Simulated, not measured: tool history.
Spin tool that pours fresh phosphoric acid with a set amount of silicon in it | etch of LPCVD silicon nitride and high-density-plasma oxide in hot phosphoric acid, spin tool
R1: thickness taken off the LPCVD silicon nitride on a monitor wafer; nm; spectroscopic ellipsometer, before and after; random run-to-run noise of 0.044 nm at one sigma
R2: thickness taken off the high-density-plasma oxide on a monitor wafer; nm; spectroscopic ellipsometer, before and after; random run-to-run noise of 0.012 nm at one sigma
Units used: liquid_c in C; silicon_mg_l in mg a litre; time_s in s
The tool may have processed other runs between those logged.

{"run": 1, "day": 0.0, "liquid_c": 160.0, "silicon_mg_l": 20.5, "time_s": 180, "R1": 16.133, "R2": 0.32484}
{"run": 2, "day": 0.271, "liquid_c": 158.0, "silicon_mg_l": 20.5, "time_s": 180, "R1": 14.834, "R2": 0.24514}
{"run": 3, "day": 0.3, "liquid_c": 158.0, "silicon_mg_l": 15.0, "time_s": 180, "R1": 14.903, "R2": 0.26179}
{"run": 4, "day": 0.533, "liquid_c": 156.5, "silicon_mg_l": 15.0, "time_s": 180, "R1": 14.157, "R2": 0.21696}
{"run": 5, "day": 0.733, "liquid_c": 156.5, "silicon_mg_l": 13.5, "time_s": 160, "R1": 12.456, "R2": 0.23389}
{"run": 6, "day": 1.05, "liquid_c": 156.5, "silicon_mg_l": 13.5, "time_s": 215, "R1": 17.021, "R2": 0.32879}
{"run": 7, "day": 1.129, "liquid_c": 156.5, "silicon_mg_l": 12.0, "time_s": 190, "R1": 14.904, "R2": 0.24662}
{"run": 8, "day": 1.217, "liquid_c": 156.5, "silicon_mg_l": 10.0, "time_s": 165, "R1": 12.825, "R2": 0.21787}
{"run": 9, "day": 1.308, "liquid_c": 156.5, "silicon_mg_l": 8.5, "time_s": 145, "R1": 11.442, "R2": 0.25428}
{"run": 10, "day": 1.658, "liquid_c": 156.5, "silicon_mg_l": 10.0, "time_s": 130, "R1": 10.195, "R2": 0.20518}
{"run": 11, "day": 1.983, "liquid_c": 156.5, "silicon_mg_l": 11.0, "time_s": 120, "R1": 9.4846, "R2": 0.19234}
{"run": 12, "day": 2.138, "liquid_c": 156.5, "silicon_mg_l": 14.5, "time_s": 55, "R1": 4.2845, "R2": 0.079478}
{"run": 13, "day": 2.483, "liquid_c": 157.5, "silicon_mg_l": 14.5, "time_s": 55, "R1": 4.4642, "R2": 0.081481}
{"run": 14, "day": 2.621, "liquid_c": 158.0, "silicon_mg_l": 12.5, "time_s": 60, "R1": 4.9851, "R2": 0.11958}

Run 15 is up next; what results do you expect?
{"run": 15, "day": 2.975, "liquid_c": 158.0, "silicon_mg_l": 12.0, "time_s": 65, "R1": "?", "R2": "?"}

For run 15 the tool returned R1 5.3596 nm, R2 0.110220 nm.
